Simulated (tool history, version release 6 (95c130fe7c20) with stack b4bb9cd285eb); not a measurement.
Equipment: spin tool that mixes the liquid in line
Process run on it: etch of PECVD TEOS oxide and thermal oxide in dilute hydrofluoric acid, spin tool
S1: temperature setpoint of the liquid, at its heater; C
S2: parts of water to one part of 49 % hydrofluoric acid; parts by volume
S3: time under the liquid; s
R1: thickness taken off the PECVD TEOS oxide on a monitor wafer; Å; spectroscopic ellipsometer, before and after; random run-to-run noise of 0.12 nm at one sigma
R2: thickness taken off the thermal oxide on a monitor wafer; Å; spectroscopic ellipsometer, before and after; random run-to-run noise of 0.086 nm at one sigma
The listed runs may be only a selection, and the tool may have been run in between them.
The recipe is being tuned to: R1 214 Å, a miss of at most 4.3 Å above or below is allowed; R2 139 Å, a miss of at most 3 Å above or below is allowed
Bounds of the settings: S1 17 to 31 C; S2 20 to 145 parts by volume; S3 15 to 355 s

run 1 hour=0 | S1=23 S2=80 S3=180 | R1=180.96 R2=116.08
run 2 hour=5.5 | S1=23 S2=105 S3=180 | R1=133.66 R2=86.958
run 3 hour=9.6 | S1=26.5 S2=105 S3=180 | R1=152.39 R2=99.51
run 4 hour=13.8 | S1=27.5 S2=100 S3=180 | R1=167.42 R2=108.43
run 5 hour=15.3 | S1=28.5 S2=95 S3=180 | R1=184.18 R2=121.03
run 6 hour=16 | S1=25.5 S2=95 S3=180 | R1=164.67 R2=105.89
run 7 hour=22.5 | S1=27 S2=95 S3=180 | R1=175.03 R2=114.47
run 8 hour=28.2 | S1=28 S2=95 S3=180 | R1=181.52 R2=117.69
run 9 hour=32.2 | S1=29 S2=95 S3=180 | R1=187.08 R2=123.72
run 10 hour=41.1 | S1=29.5 S2=95 S3=180 | R1=192.73 R2=125.93
run 11 hour=44.6 | S1=30 S2=95 S3=180 | R1=197.05 R2=126.75

Exercise: of the 4 proposed moves below, exactly one satisfies all targets within the stated allowed misses. Which move is it?
run A hour=48.1 | S1=27.5 S2=105 S3=230 | R1=? R2=?
run B hour=48.1 | S1=26 S2=115 S3=275 | R1=? R2=?
run C hour=48.1 | S1=27.5 S2=95 S3=205 | R1=? R2=?
run D hour=48.1 | S1=29 S2=95 S3=205 | R1=? R2=?

move=A R1=203.32 R2=130.58
move=B R1=206.88 R2=132.87
move=C R1=202.99 R2=130.37
move=D R1=214.98 R2=138.07
A: closes in on the targets versus the last run, not all within tolerance yet
B: closes in on the targets versus the last run, not all within tolerance yet
C: closes in on the targets versus the last run, not all within tolerance yet
D: every result lands within tolerance
Answer: D

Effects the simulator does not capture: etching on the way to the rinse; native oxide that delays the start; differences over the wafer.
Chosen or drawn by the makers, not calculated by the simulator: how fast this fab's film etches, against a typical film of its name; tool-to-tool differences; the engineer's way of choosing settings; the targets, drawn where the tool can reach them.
